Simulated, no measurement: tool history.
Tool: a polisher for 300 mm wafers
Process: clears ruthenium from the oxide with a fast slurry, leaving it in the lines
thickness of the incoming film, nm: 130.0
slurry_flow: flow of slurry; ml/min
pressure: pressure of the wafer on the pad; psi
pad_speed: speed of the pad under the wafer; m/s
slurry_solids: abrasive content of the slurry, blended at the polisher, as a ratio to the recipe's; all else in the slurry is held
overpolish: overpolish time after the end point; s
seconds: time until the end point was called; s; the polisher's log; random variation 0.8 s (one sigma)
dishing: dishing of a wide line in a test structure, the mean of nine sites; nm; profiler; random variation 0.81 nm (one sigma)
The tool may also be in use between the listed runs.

| run | hour | slurry_flow | pressure | pad_speed | slurry_solids | overpolish | seconds | dishing |
|---|---|---|---|---|---|---|---|---|
| 1 | 0 | 300 | 2.7 | 1.24 | 1 | 29 | 29.246 | 101.11 |
| 2 | 1.8 | 300 | 2.7 | 1.04 | 1 | 29 | 34.134 | 85.576 |
| 3 | 3.4 | 300 | 2.4 | 1.04 | 1 | 29 | 39.177 | 79.785 |
| 4 | 12.1 | 300 | 2.1 | 0.96 | 1 | 28 | 47.335 | 66.173 |
| 5 | 18.7 | 300 | 1.9 | 0.9 | 1 | 28 | 53.9 | 57.436 |
| 6 | 24.2 | 300 | 1.9 | 0.9 | 1 | 22 | 54.284 | 45.442 |
| 7 | 32.8 | 300 | 1.7 | 0.86 | 1 | 24 | 63.574 | 44.599 |
| 8 | 35.6 | 300 | 1.6 | 0.86 | 1 | 25 | 68.873 | 42.758 |

Forecast run 9:
| 9 | 41.1 | 300 | 1.5 | 0.86 | 1 | 26 | ? | ? |

Run 9 gave seconds 72.93 s, dishing 42.099 nm.

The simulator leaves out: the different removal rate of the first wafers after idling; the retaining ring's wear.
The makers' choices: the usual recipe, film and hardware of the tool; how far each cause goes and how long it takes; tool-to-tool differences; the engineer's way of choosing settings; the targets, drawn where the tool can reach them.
